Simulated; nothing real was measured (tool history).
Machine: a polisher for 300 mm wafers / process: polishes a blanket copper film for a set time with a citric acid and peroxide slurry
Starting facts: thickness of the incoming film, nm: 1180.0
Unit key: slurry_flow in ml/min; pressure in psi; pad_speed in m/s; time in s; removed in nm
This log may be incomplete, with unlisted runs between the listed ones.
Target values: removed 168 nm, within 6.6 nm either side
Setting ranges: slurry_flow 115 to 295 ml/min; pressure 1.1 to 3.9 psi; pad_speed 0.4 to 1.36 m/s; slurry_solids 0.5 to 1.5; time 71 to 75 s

run 1 hour=0 | slurry_flow=190 pressure=2.5 pad_speed=0.88 slurry_solids=1 time=71 | removed=112.69
run 2 hour=6.7 | slurry_flow=190 pressure=2.8 pad_speed=0.88 slurry_solids=1 time=71 | removed=127.5
run 3 hour=13 | slurry_flow=215 pressure=2.8 pad_speed=0.88 slurry_solids=1 time=71 | removed=129
run 4 hour=16.5 | slurry_flow=215 pressure=2.8 pad_speed=0.88 slurry_solids=1 time=71 | removed=130.96
run 5 hour=21.2 | slurry_flow=215 pressure=2.3 pad_speed=0.88 slurry_solids=1 time=71 | removed=107.36
run 6 hour=26.3 | slurry_flow=215 pressure=2.3 pad_speed=0.78 slurry_solids=1 time=71 | removed=97.944
run 7 hour=28 | slurry_flow=220 pressure=2.7 pad_speed=0.78 slurry_solids=1 time=71 | removed=114.4
run 8 hour=34.1 | slurry_flow=225 pressure=3 pad_speed=0.78 slurry_solids=1 time=71 | removed=129.39
run 9 hour=37.1 | slurry_flow=230 pressure=3.2 pad_speed=0.78 slurry_solids=1 time=71 | removed=137.89
run 10 hour=43.5 | slurry_flow=230 pressure=3.3 pad_speed=0.78 slurry_solids=1 time=71 | removed=140.11
run 11 hour=45.4 | slurry_flow=230 pressure=3.4 pad_speed=0.78 slurry_solids=1 time=71 | removed=143.36
run 12 hour=54.3 | slurry_flow=235 pressure=3.5 pad_speed=0.78 slurry_solids=1 time=71 | removed=146.32
run 13 hour=56 | slurry_flow=235 pressure=3.6 pad_speed=0.78 slurry_solids=1 time=71 | removed=154.35
run 14 hour=62.3 | slurry_flow=235 pressure=3.7 pad_speed=0.78 slurry_solids=1 time=71 | removed=159.09

Which one of the following 4 next-run settings gets every result inside its allowed miss? There is exactly one.
run A hour=68.6 | slurry_flow=225 pressure=3.7 pad_speed=0.76 slurry_solids=1.1 time=74 | removed=?
run B hour=68.6 | slurry_flow=245 pressure=3.9 pad_speed=0.62 slurry_solids=1.05 time=74 | removed=?
run C hour=68.6 | slurry_flow=230 pressure=3.4 pad_speed=0.8 slurry_solids=0.95 time=72 | removed=?
run D hour=68.6 | slurry_flow=230 pressure=3.7 pad_speed=0.62 slurry_solids=1.1 time=73 | removed=?

move=A removed=163.66
move=B removed=150.87
move=C removed=146.41
move=D removed=141.66
A: in spec on every target
B: lands further from the targets than the last run did
C: lands further from the targets than the last run did
D: lands further from the targets than the last run did
Answer: A
